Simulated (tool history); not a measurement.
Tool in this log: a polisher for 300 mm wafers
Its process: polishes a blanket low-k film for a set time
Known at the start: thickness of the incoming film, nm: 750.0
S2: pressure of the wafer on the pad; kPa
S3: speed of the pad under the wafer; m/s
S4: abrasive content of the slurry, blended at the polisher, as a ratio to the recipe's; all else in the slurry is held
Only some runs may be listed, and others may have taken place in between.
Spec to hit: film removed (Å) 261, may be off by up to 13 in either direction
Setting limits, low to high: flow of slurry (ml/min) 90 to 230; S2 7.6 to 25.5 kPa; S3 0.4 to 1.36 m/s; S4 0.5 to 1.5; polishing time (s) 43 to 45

Run 1, day 0: flow of slurry (ml/min) 150, S2 16.5 kPa, S3 0.88 m/s, S4 1, polishing time (s) 43. Result: film removed (Å) 183.07.
Run 2, day 0.042: flow of slurry (ml/min) 150, S2 13.8 kPa, S3 0.88 m/s, S4 1, polishing time (s) 43. Result: film removed (Å) 152.04.
Run 3, day 0.417: flow of slurry (ml/min) 150, S2 15.2 kPa, S3 0.88 m/s, S4 1, polishing time (s) 43. Result: film removed (Å) 171.67.
Run 4, day 0.654: flow of slurry (ml/min) 150, S2 15.2 kPa, S3 0.88 m/s, S4 1.2, polishing time (s) 43. Result: film removed (Å) 187.61.
Run 5, day 0.958: flow of slurry (ml/min) 150, S2 16.5 kPa, S3 0.88 m/s, S4 1.2, polishing time (s) 43. Result: film removed (Å) 196.88.
Run 6, day 1.058: flow of slurry (ml/min) 150, S2 17.2 kPa, S3 0.88 m/s, S4 1.2, polishing time (s) 43. Result: film removed (Å) 206.77.
Run 7, day 1.412: flow of slurry (ml/min) 150, S2 17.9 kPa, S3 0.88 m/s, S4 1.2, polishing time (s) 43. Result: film removed (Å) 217.09.
Run 8, day 1.679: flow of slurry (ml/min) 150, S2 17.9 kPa, S3 0.88 m/s, S4 1.2, polishing time (s) 43. Result: film removed (Å) 214.24.
Run 9, day 1.812: flow of slurry (ml/min) 150, S2 18.6 kPa, S3 0.88 m/s, S4 1.2, polishing time (s) 43. Result: film removed (Å) 217.3.
Run 10, day 1.954: flow of slurry (ml/min) 150, S2 19.3 kPa, S3 0.88 m/s, S4 1.2, polishing time (s) 43. Result: film removed (Å) 232.55.
Run 11, day 2.088: flow of slurry (ml/min) 150, S2 20 kPa, S3 0.88 m/s, S4 1.2, polishing time (s) 43. Result: film removed (Å) 241.39.
Run 12, day 2.342: flow of slurry (ml/min) 150, S2 20.7 kPa, S3 0.88 m/s, S4 1.2, polishing time (s) 43. Result: film removed (Å) 245.56.

Which single option among these 5 for the next run brings every result within its allowed miss of target? Just one does.
Run A, day 2.596: flow of slurry (ml/min) 170, S2 20.7 kPa, S3 0.86 m/s, S4 1.45, polishing time (s) 43. Result: film removed (Å) ?.
Run B, day 2.596: flow of slurry (ml/min) 170, S2 19.3 kPa, S3 0.78 m/s, S4 1.25, polishing time (s) 45. Result: film removed (Å) ?.
Run C, day 2.596: flow of slurry (ml/min) 155, S2 20 kPa, S3 0.88 m/s, S4 1.15, polishing time (s) 43. Result: film removed (Å) ?.
Run D, day 2.596: flow of slurry (ml/min) 180, S2 20.7 kPa, S3 0.88 m/s, S4 1.05, polishing time (s) 43. Result: film removed (Å) ?.
Run E, day 2.596: flow of slurry (ml/min) 115, S2 24.8 kPa, S3 0.7 m/s, S4 1.15, polishing time (s) 45. Result: film removed (Å) ?.

move  film removed (Å)
   A            264.88
   B            226.39
   C            234.37
   D             238.8
   E            236.42
A: each result inside its tolerance
B: its largest miss is bigger than the last run's
C: its largest miss is bigger than the last run's
D: its largest miss is bigger than the last run's
E: its largest miss is bigger than the last run's
Move A is the one to make.

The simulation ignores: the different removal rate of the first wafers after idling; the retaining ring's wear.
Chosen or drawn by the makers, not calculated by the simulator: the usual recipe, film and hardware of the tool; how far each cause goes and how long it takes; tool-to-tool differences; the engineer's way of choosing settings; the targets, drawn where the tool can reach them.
